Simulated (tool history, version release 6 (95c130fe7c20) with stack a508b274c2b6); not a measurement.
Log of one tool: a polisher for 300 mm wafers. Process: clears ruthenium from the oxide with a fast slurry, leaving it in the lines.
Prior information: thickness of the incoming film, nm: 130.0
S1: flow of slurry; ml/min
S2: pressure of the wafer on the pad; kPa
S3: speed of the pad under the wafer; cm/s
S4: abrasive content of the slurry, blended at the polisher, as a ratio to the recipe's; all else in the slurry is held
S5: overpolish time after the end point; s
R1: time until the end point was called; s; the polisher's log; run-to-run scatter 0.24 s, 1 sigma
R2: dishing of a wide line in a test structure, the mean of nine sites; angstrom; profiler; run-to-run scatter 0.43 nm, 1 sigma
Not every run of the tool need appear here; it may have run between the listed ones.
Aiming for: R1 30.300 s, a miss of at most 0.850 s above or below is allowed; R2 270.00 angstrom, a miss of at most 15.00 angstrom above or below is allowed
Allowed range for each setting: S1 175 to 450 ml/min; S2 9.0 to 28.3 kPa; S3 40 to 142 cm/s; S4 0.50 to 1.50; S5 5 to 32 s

| run | day | S1 | S2 | S3 | S4 | S5 | R1 | R2 |
|---|---|---|---|---|---|---|---|---|
| 1 | 0.000 | 290 | 18.6 | 90 | 1.00 | 16 | 36.063 | 473.09 |
| 2 | 0.104 | 290 | 22.8 | 90 | 1.00 | 16 | 29.353 | 556.39 |
| 3 | 0.292 | 290 | 20.7 | 90 | 1.00 | 16 | 32.269 | 515.46 |
| 4 | 0.658 | 220 | 20.7 | 90 | 1.00 | 16 | 33.258 | 500.85 |
| 5 | 0.692 | 215 | 20.7 | 90 | 1.00 | 14 | 33.243 | 450.77 |
| 6 | 0.925 | 215 | 24.8 | 90 | 1.00 | 14 | 27.939 | 538.08 |
| 7 | 1.112 | 235 | 24.1 | 92 | 1.00 | 13 | 28.014 | 497.04 |
| 8 | 1.433 | 260 | 23.4 | 94 | 1.00 | 12 | 27.987 | 479.37 |
| 9 | 1.700 | 245 | 22.8 | 94 | 1.00 | 11 | 28.905 | 419.16 |
| 10 | 1.783 | 250 | 22.8 | 94 | 1.00 | 10 | 28.545 | 397.12 |
| 11 | 2.158 | 250 | 22.8 | 94 | 1.00 | 9 | 28.798 | 359.42 |
| 12 | 2.196 | 255 | 22.1 | 94 | 1.00 | 5 | 29.641 | 203.77 |
| 13 | 2.288 | 250 | 22.1 | 94 | 1.00 | 5 | 29.639 | 201.91 |
| 14 | 2.500 | 245 | 22.1 | 94 | 1.00 | 5 | 29.739 | 200.22 |

5 next moves are on the table. One of them brings every result within its allowed miss. Which?
| A | 2.712 | 255 | 20.7 | 104 | 0.85 | 8 | ? | ? |
| B | 2.712 | 305 | 22.1 | 94 | 0.90 | 7 | ? | ? |
| C | 2.712 | 195 | 28.3 | 80 | 0.95 | 7 | ? | ? |
| D | 2.712 | 240 | 23.4 | 88 | 0.90 | 6 | ? | ? |
| E | 2.712 | 230 | 24.1 | 90 | 0.95 | 6 | ? | ? |

| move | R1 | R2 |
|---|---|---|
| A | 30.505 | 301.71 |
| B | 30.314 | 269.18 |
| C | 28.816 | 281.75 |
| D | 31.280 | 227.32 |
| E | 29.291 | 241.42 |
A: moves the result that the last run missed by most past its target, out the other side
B: hits every target within its allowed miss
C: gets the furthest-off result to its target, but another result is out of tolerance
D: nearer than the last run, and not there yet
E: nearer than the last run, and not there yet
The right move is B.
